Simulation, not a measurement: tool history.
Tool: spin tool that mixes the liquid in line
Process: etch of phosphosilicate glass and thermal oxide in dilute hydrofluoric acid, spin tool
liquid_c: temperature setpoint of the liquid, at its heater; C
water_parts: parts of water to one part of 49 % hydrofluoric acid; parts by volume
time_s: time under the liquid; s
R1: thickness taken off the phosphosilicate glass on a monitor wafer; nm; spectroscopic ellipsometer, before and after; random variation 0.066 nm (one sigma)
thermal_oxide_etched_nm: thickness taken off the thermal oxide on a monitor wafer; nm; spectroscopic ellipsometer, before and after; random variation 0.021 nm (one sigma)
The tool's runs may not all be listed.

{"run": 1, "hour": 0.0, "liquid_c": 24.0, "water_parts": 160, "time_s": 35, "R1": 36.039, "thermal_oxide_etched_nm": 0.999}
{"run": 2, "hour": 7.7, "liquid_c": 24.0, "water_parts": 205, "time_s": 35, "R1": 26.696, "thermal_oxide_etched_nm": 0.77417}
{"run": 3, "hour": 12.3, "liquid_c": 27.5, "water_parts": 205, "time_s": 35, "R1": 30.405, "thermal_oxide_etched_nm": 0.8189}
{"run": 4, "hour": 14.5, "liquid_c": 27.5, "water_parts": 170, "time_s": 35, "R1": 38.167, "thermal_oxide_etched_nm": 1.0594}
{"run": 5, "hour": 23.3, "liquid_c": 30.0, "water_parts": 170, "time_s": 35, "R1": 41.758, "thermal_oxide_etched_nm": 1.1686}
{"run": 6, "hour": 24.5, "liquid_c": 27.5, "water_parts": 175, "time_s": 35, "R1": 37.032, "thermal_oxide_etched_nm": 0.9624}
{"run": 7, "hour": 28.3, "liquid_c": 23.5, "water_parts": 220, "time_s": 35, "R1": 23.907, "thermal_oxide_etched_nm": 0.68084}
{"run": 8, "hour": 36.1, "liquid_c": 23.0, "water_parts": 220, "time_s": 35, "R1": 23.601, "thermal_oxide_etched_nm": 0.63338}

Run 9 comes next. What will it give?
{"run": 9, "hour": 43.4, "liquid_c": 22.5, "water_parts": 220, "time_s": 35, "R1": "?", "thermal_oxide_etched_nm": "?"}

Run 9 gave R1 23.194 nm, thermal_oxide_etched_nm 0.61393 nm.

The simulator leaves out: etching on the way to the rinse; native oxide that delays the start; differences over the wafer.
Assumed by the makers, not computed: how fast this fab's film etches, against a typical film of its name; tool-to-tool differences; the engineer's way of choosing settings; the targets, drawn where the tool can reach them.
